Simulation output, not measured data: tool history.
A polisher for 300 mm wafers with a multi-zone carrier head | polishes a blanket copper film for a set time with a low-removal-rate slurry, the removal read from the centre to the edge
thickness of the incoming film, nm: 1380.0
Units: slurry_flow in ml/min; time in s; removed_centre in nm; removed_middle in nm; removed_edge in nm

run 1 hour=0 | slurry_flow=155 centre_zone=1 middle_zone=1 edge_zone=1 slurry_solids=1 time=46 | removed_centre=188.73 removed_middle=173.41 removed_edge=171.27
run 2 hour=4.2 | slurry_flow=155 centre_zone=1 middle_zone=1 edge_zone=1 slurry_solids=0.9 time=46 | removed_centre=181.66 removed_middle=170.21 removed_edge=168.92
run 3 hour=5.4 | slurry_flow=155 centre_zone=1.04 middle_zone=1 edge_zone=1 slurry_solids=0.9 time=46 | removed_centre=193.23 removed_middle=172.14 removed_edge=167.95
run 4 hour=9 | slurry_flow=155 centre_zone=1.11 middle_zone=1 edge_zone=1 slurry_solids=0.9 time=46 | removed_centre=205.82 removed_middle=170.22 removed_edge=169.07
run 5 hour=16.9 | slurry_flow=155 centre_zone=1.11 middle_zone=0.95 edge_zone=1 slurry_solids=0.9 time=46 | removed_centre=208.59 removed_middle=165.19 removed_edge=169.8
run 6 hour=18.6 | slurry_flow=155 centre_zone=1.11 middle_zone=0.9 edge_zone=1 slurry_solids=0.9 time=46 | removed_centre=207.19 removed_middle=158.08 removed_edge=168.57

Run 7 comes next. What will it give?
run 7 hour=23.9 | slurry_flow=170 centre_zone=1.1 middle_zone=0.96 edge_zone=1.02 slurry_solids=0.95 time=46 | removed_centre=? removed_middle=? removed_edge=?

{"run 7": {"removed_centre": 211.2, "removed_middle": 170.52, "removed_edge": 174.39}}

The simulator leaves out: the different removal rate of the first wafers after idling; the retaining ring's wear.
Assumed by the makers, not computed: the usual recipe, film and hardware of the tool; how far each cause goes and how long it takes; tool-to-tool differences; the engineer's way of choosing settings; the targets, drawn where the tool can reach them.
